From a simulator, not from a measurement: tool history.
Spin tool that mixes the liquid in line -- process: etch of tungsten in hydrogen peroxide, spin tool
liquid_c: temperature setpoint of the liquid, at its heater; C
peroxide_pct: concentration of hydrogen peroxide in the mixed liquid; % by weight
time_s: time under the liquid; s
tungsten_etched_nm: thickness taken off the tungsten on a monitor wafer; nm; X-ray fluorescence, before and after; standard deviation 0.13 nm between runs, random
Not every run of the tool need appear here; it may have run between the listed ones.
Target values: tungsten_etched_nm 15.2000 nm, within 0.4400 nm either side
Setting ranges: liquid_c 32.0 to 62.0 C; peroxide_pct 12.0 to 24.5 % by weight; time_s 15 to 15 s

run,hour,liquid_c,peroxide_pct,time_s,tungsten_etched_nm
1,0.0,46.0,16.5,15,9.7265
2,3.7,42.5,16.5,15,7.6389
3,10.6,43.5,16.5,15,8.3020
4,15.0,44.5,16.5,15,9.0430
5,15.8,45.5,16.5,15,9.4925
6,24.0,46.5,16.5,15,10.0880
7,28.8,47.0,16.5,15,10.3590
8,35.7,47.5,16.5,15,10.6080
9,40.8,48.0,16.5,15,11.1340
10,49.4,48.5,16.5,15,11.3710
11,54.6,49.0,16.5,15,11.6400
12,60.9,49.5,16.5,15,12.0360
13,67.7,54.0,16.5,15,15.7990

Consider the 5 candidate settings below. Which is the only one whose results all fall within their allowed miss of target?
A,74.5,54.0,17.5,15,?
B,74.5,56.5,13.0,15,?
C,74.5,52.5,18.5,15,?
D,74.5,55.5,15.0,15,?
E,74.5,54.5,16.0,15,?

move,tungsten_etched_nm
A,16.5000
B,16.4890
C,15.5060
D,16.6980
E,16.2530
A: moves away from the targets compared with the last run
B: moves away from the targets compared with the last run
C: in spec on every target
D: moves away from the targets compared with the last run
E: moves away from the targets compared with the last run
Answer: C
